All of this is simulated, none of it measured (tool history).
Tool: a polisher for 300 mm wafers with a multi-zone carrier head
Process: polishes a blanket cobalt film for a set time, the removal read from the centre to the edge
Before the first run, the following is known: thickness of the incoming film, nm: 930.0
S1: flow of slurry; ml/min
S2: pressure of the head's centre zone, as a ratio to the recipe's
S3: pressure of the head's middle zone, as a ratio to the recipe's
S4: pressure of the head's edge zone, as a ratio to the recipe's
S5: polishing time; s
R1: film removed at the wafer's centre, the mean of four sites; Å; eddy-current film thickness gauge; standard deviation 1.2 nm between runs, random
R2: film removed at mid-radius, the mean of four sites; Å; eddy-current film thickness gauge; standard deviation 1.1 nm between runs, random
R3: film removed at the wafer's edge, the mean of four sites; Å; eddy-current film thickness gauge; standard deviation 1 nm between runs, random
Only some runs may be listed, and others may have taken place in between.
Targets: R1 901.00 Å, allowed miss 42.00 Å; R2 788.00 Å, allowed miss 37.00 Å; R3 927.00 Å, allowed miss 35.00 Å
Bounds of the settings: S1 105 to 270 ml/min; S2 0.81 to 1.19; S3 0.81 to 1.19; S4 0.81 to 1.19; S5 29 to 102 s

{"run": 1, "hour": 0.0, "S1": 175, "S2": 1.0, "S3": 1.0, "S4": 1.0, "S5": 65, "R1": 1513.7, "R2": 1530.4, "R3": 1516.9}
{"run": 2, "hour": 6.4, "S1": 175, "S2": 1.0, "S3": 1.0, "S4": 1.03, "S5": 65, "R1": 1505.3, "R2": 1489.2, "R3": 1538.1}
{"run": 3, "hour": 8.3, "S1": 170, "S2": 1.0, "S3": 0.97, "S4": 1.03, "S5": 58, "R1": 1351.7, "R2": 1282.8, "R3": 1386.5}
{"run": 4, "hour": 16.2, "S1": 165, "S2": 0.99, "S3": 0.95, "S4": 1.01, "S5": 53, "R1": 1207.6, "R2": 1151.5, "R3": 1226.8}
{"run": 5, "hour": 23.0, "S1": 165, "S2": 0.99, "S3": 0.95, "S4": 1.01, "S5": 70, "R1": 1606.9, "R2": 1526.0, "R3": 1623.1}
{"run": 6, "hour": 28.6, "S1": 165, "S2": 1.03, "S3": 0.95, "S4": 1.01, "S5": 70, "R1": 1694.6, "R2": 1507.8, "R3": 1643.8}
{"run": 7, "hour": 29.3, "S1": 155, "S2": 1.01, "S3": 0.92, "S4": 1.0, "S5": 63, "R1": 1446.4, "R2": 1358.6, "R3": 1466.8}
{"run": 8, "hour": 31.8, "S1": 160, "S2": 1.01, "S3": 0.91, "S4": 1.01, "S5": 56, "R1": 1291.8, "R2": 1176.8, "R3": 1312.5}
{"run": 9, "hour": 37.8, "S1": 150, "S2": 0.97, "S3": 0.84, "S4": 0.95, "S5": 38, "R1": 838.06, "R2": 744.56, "R3": 865.43}
{"run": 10, "hour": 45.7, "S1": 155, "S2": 0.97, "S3": 0.84, "S4": 0.96, "S5": 38, "R1": 840.38, "R2": 754.1, "R3": 842.47}
{"run": 11, "hour": 48.2, "S1": 150, "S2": 0.98, "S3": 0.85, "S4": 0.98, "S5": 38, "R1": 834.2, "R2": 737.05, "R3": 857.17}
{"run": 12, "hour": 52.1, "S1": 155, "S2": 0.98, "S3": 0.85, "S4": 0.99, "S5": 38, "R1": 832.66, "R2": 746.94, "R3": 874.65}
{"run": 13, "hour": 60.4, "S1": 160, "S2": 0.99, "S3": 0.85, "S4": 1.0, "S5": 38, "R1": 856.86, "R2": 753.85, "R3": 878.52}
{"run": 14, "hour": 65.2, "S1": 160, "S2": 1.0, "S3": 0.86, "S4": 1.01, "S5": 38, "R1": 886.17, "R2": 766.17, "R3": 893.31}
{"run": 15, "hour": 66.4, "S1": 160, "S2": 1.0, "S3": 0.86, "S4": 1.02, "S5": 38, "R1": 874.77, "R2": 756.3, "R3": 870.41}

Which one of the following 5 next-run settings gets every result inside its allowed miss? There is exactly one.
{"run": "A", "hour": 67.6, "S1": 170, "S2": 1.01, "S3": 0.88, "S4": 1.08, "S5": 39, "R1": "?", "R2": "?", "R3": "?"}
{"run": "B", "hour": 67.6, "S1": 140, "S2": 1.1, "S3": 0.81, "S4": 1.06, "S5": 39, "R1": "?", "R2": "?", "R3": "?"}
{"run": "C", "hour": 67.6, "S1": 190, "S2": 1.1, "S3": 0.99, "S4": 0.97, "S5": 34, "R1": "?", "R2": "?", "R3": "?"}
{"run": "D", "hour": 67.6, "S1": 220, "S2": 1.05, "S3": 0.97, "S4": 0.93, "S5": 35, "R1": "?", "R2": "?", "R3": "?"}
{"run": "E", "hour": 67.6, "S1": 175, "S2": 1.09, "S3": 0.83, "S4": 1.02, "S5": 36, "R1": "?", "R2": "?", "R3": "?"}

move=A R1=909.02 R2=806.59 R3=954.88
move=B R1=955.54 R2=729.87 R3=925.53
move=C R1=880.06 R2=788.17 R3=798.12
move=D R1=883.11 R2=813.24 R3=817.25
move=E R1=910.16 R2=712.42 R3=860.15
A: every result lands within tolerance
B: the furthest-off result lands on target, but another misses its tolerance
C: further off than the last run
D: further off than the last run
E: further off than the last run
The right move is A.
